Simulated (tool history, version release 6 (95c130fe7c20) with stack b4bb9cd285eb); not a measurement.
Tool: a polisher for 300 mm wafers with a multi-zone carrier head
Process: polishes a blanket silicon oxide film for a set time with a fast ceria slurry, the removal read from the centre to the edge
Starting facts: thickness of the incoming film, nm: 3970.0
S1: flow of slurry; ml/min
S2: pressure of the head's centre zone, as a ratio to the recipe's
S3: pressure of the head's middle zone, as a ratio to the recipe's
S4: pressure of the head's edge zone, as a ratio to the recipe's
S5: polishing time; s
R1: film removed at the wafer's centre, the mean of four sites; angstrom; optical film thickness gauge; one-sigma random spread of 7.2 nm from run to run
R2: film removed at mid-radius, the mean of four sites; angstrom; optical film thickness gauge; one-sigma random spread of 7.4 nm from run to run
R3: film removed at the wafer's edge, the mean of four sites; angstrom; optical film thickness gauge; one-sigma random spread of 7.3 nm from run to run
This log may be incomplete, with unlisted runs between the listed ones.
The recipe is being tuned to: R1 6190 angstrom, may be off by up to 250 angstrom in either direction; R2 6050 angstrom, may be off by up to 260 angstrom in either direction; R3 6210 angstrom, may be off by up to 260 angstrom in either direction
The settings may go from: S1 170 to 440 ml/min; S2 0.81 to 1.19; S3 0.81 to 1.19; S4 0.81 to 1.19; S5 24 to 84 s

run 1 hour=0 | S1=280 S2=1 S3=1 S4=1 S5=54 | R1=9058.9 R2=8926.1 R3=9243.9
run 2 hour=1.5 | S1=280 S2=0.99 S3=0.99 S4=0.97 S5=49 | R1=8155.6 R2=8275.8 R3=8449.7
run 3 hour=3.8 | S1=280 S2=0.95 S3=0.99 S4=0.97 S5=49 | R1=8033.4 R2=8180.5 R3=8389.3
run 4 hour=11.1 | S1=280 S2=0.96 S3=0.97 S4=0.95 S5=45 | R1=7125 R2=7290.1 R3=7564.7
run 5 hour=12.1 | S1=280 S2=0.98 S3=0.96 S4=0.92 S5=43 | R1=7052.7 R2=7019.7 R3=6990.1
run 6 hour=15.1 | S1=280 S2=0.98 S3=0.92 S4=0.92 S5=43 | R1=7147.5 R2=6627.3 R3=7148.5
run 7 hour=19.7 | S1=275 S2=0.96 S3=0.92 S4=0.89 S5=42 | R1=6821 R2=6620.5 R3=6930
run 8 hour=24.2 | S1=275 S2=0.96 S3=0.92 S4=0.88 S5=41 | R1=6693.6 R2=6417.9 R3=6745.3
run 9 hour=25.4 | S1=275 S2=0.96 S3=0.92 S4=0.87 S5=40 | R1=6510.9 R2=6215.3 R3=6486.7

Below are 4 possible settings for the next run. Only one of them brings all results inside the allowed miss of their targets. Which is it?
run A hour=26.6 | S1=290 S2=1.03 S3=1 S4=0.81 S5=35 | R1=? R2=? R3=?
run B hour=26.6 | S1=300 S2=0.99 S3=0.96 S4=0.97 S5=37 | R1=? R2=? R3=?
run C hour=26.6 | S1=270 S2=0.9 S3=1.15 S4=0.83 S5=36 | R1=? R2=? R3=?
run D hour=26.6 | S1=310 S2=1.01 S3=0.98 S4=0.81 S5=36 | R1=? R2=? R3=?

move=A R1=6222.6 R2=5981 R3=5534.9
move=B R1=6351 R2=6127.8 R3=6233.9
move=C R1=5586.4 R2=6890 R3=5697.8
move=D R1=6320.1 R2=6083.9 R3=5719.8
A: the furthest-off result lands on target, but another misses its tolerance
B: hits every target within its allowed miss
C: takes the biggest miss from the last run beyond its target
D: the furthest-off result lands on target, but another misses its tolerance
Correct choice: B, which meets every target
